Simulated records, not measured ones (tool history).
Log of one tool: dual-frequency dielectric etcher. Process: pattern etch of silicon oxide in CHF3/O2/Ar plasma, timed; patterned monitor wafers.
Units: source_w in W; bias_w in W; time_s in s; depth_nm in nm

run	day	source_w	bias_w	time_s	depth_nm
1	0	610	193	405.5	893.12
2	0.067	650	194	405.5	918.81
3	0.362	680	195	405.5	936.09
4	0.621	580	195	405.5	875.36
5	0.804	580	222	405.5	918.98
6	1.146	610	223	405.5	935.59
7	1.379	630	224	405.5	957.18
8	1.554	640	224	405.5	956.6
9	1.629	650	224	405.5	965.09

Run 10 comes next. What will it give?
10	1.854	660	224	405.5	?

{"run 10": {"depth_nm": 970.92}}

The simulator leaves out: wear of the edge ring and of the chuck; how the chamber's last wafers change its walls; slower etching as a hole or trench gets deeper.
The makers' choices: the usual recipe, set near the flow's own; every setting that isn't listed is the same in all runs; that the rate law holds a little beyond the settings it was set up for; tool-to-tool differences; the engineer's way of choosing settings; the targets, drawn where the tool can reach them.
